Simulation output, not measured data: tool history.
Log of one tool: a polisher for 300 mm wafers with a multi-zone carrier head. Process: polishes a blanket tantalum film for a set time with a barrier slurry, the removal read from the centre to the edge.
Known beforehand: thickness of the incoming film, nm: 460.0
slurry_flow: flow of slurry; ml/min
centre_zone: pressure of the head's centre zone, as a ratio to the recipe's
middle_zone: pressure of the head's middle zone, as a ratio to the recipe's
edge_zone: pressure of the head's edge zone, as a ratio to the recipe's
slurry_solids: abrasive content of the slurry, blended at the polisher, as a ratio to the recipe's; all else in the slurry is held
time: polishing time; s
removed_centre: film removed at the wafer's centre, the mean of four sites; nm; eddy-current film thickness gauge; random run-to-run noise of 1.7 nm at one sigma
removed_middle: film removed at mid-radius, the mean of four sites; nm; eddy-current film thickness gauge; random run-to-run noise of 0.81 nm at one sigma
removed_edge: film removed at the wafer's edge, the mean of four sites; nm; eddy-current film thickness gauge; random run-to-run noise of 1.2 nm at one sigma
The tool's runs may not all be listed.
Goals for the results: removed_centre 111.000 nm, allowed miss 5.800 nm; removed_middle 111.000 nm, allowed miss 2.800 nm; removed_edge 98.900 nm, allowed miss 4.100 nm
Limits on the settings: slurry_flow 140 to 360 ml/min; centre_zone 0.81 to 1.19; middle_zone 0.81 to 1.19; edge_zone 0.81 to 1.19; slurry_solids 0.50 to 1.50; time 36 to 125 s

run	hour	slurry_flow	centre_zone	middle_zone	edge_zone	slurry_solids	time	removed_centre	removed_middle	removed_edge
1	0.0	230	1.00	1.00	1.00	1.00	80	89.178	88.947	87.694
2	6.0	240	1.03	1.04	1.02	1.05	80	93.597	95.063	88.951
3	10.0	240	1.03	1.04	1.02	1.20	80	95.059	97.146	94.357
4	18.0	240	1.03	1.04	1.02	1.20	62	76.759	76.405	72.383
5	23.1	250	1.06	1.07	1.04	1.30	65	82.379	81.974	77.865
6	24.1	255	1.08	1.10	1.04	1.35	69	90.444	91.084	83.994
7	31.9	260	1.10	1.12	1.05	1.40	71	93.977	96.017	87.054
8	40.8	260	1.10	1.12	1.05	1.40	71	94.230	94.980	86.628
9	42.3	265	1.11	1.13	1.06	1.45	73	98.539	99.024	90.836

Exercise: of the 4 proposed moves below, exactly one satisfies all targets within the stated allowed misses. Which move is it?
A	43.8	270	0.98	0.95	1.16	1.50	73	?	?	?
B	43.8	250	1.18	1.15	1.03	1.50	80	?	?	?
C	43.8	335	1.04	0.94	1.10	1.20	83	?	?	?
D	43.8	230	1.00	1.19	1.05	1.20	88	?	?	?

move	removed_centre	removed_middle	removed_edge
A	87.540	87.857	95.705
B	109.620	110.860	98.122
C	100.550	95.685	101.890
D	100.670	118.490	103.100
A: further off than the last run
B: in spec on every target
C: further off than the last run
D: takes the result that was furthest off past its target
Move B is the one to make.
